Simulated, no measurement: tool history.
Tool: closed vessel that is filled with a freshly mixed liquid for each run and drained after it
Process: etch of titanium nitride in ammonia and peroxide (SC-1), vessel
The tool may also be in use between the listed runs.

run  hour  temperature setpoint of the liquid (C)  parts of water to one part of 30 % peroxide (parts by volume)  parts of 29 % ammonia solution to one part of 30 % peroxide (parts by volume)  time in the liquid (s)  thickness taken off the titanium nitride on a monitor wafer (angstrom)
  1   0.0                                    55.0                                                             14                                                                           0.55                      90                                                                  80.825
  2   2.1                                    49.0                                                             14                                                                           0.55                      90                                                                  53.076
  3  11.1                                    54.0                                                             14                                                                           0.55                      90                                                                  75.692
  4  14.1                                    54.0                                                             14                                                                           0.40                      90                                                                  70.495
  5  22.2                                    57.5                                                             14                                                                           0.40                      90                                                                  90.323
  6  23.6                                    59.5                                                             14                                                                           0.40                      90                                                                 102.090
  7  24.3                                    61.0                                                             14                                                                           0.40                      90                                                                 114.150
  8  30.0                                    62.0                                                             14                                                                           0.40                      90                                                                 119.540
  9  32.0                                    62.0                                                             14                                                                           0.40                      90                                                                 119.850
 10  40.9                                    63.0                                                             14                                                                           0.40                      90                                                                 127.940

Forecast run 11:
 11  49.5                                    63.5                                                             14                                                                           0.40                      90                                                                       ?

{"run 11": {"thickness taken off the titanium nitride on a monitor wafer (angstrom)": 133.9}}

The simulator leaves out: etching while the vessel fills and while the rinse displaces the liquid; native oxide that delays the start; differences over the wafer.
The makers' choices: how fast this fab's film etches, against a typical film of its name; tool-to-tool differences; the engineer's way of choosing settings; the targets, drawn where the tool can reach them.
